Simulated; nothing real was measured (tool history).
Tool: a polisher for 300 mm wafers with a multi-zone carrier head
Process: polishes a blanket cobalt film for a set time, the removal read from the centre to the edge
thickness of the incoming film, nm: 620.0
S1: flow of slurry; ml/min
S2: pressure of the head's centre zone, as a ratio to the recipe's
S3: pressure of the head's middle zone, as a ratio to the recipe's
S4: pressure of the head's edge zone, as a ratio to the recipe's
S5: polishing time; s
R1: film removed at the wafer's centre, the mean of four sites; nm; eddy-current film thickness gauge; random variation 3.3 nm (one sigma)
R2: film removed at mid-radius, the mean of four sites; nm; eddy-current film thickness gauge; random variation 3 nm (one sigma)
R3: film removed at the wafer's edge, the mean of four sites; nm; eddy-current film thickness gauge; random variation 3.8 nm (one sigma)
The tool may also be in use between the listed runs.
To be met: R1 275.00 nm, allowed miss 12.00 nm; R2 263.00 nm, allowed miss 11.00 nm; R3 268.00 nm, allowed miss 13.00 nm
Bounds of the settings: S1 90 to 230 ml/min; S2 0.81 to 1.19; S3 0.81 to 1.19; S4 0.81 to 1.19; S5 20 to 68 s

run 1 hour=0.0 | S1=150 S2=1.00 S3=1.00 S4=1.00 S5=44 | R1=194.92 R2=205.93 R3=190.87
run 2 hour=2.4 | S1=155 S2=1.01 S3=1.00 S4=1.02 S5=46 | R1=203.53 R2=212.40 R3=211.74
run 3 hour=7.9 | S1=155 S2=1.09 S3=1.00 S4=1.02 S5=46 | R1=221.78 R2=216.80 R3=215.37
run 4 hour=12.7 | S1=155 S2=1.01 S3=1.00 S4=1.02 S5=46 | R1=210.17 R2=214.04 R3=208.89
run 5 hour=21.2 | S1=160 S2=1.03 S3=1.02 S4=1.03 S5=47 | R1=217.55 R2=225.80 R3=216.02
run 6 hour=28.2 | S1=160 S2=1.03 S3=1.02 S4=1.03 S5=51 | R1=238.77 R2=242.31 R3=233.45
run 7 hour=28.9 | S1=165 S2=1.04 S3=1.02 S4=1.04 S5=51 | R1=242.46 R2=244.35 R3=239.04
run 8 hour=37.2 | S1=170 S2=1.05 S3=1.02 S4=1.05 S5=51 | R1=244.72 R2=244.13 R3=239.63
run 9 hour=40.9 | S1=170 S2=1.06 S3=1.02 S4=1.06 S5=51 | R1=248.99 R2=244.74 R3=237.64

5 next moves are on the table. One of them brings every result within its allowed miss. Which?
run A hour=44.6 | S1=125 S2=0.95 S3=0.83 S4=1.09 S5=59 | R1=? R2=? R3=?
run B hour=44.6 | S1=175 S2=1.15 S3=0.90 S4=1.10 S5=53 | R1=? R2=? R3=?
run C hour=44.6 | S1=105 S2=0.97 S3=0.93 S4=1.13 S5=59 | R1=? R2=? R3=?
run D hour=44.6 | S1=155 S2=1.06 S3=0.97 S4=1.05 S5=57 | R1=? R2=? R3=?
run E hour=44.6 | S1=105 S2=1.13 S3=0.81 S4=1.17 S5=59 | R1=? R2=? R3=?

move=A R1=237.39 R2=221.92 R3=269.35
move=B R1=279.35 R2=227.96 R3=255.08
move=C R1=230.17 R2=232.78 R3=265.36
move=D R1=270.16 R2=255.45 R3=263.52
move=E R1=268.21 R2=207.53 R3=270.60
A: brings the result that was furthest off to its target, and leaves another outside
B: brings the result that was furthest off to its target, and leaves another outside
C: brings the result that was furthest off to its target, and leaves another outside
D: meets every target
E: brings the result that was furthest off to its target, and leaves another outside
The right move is D.
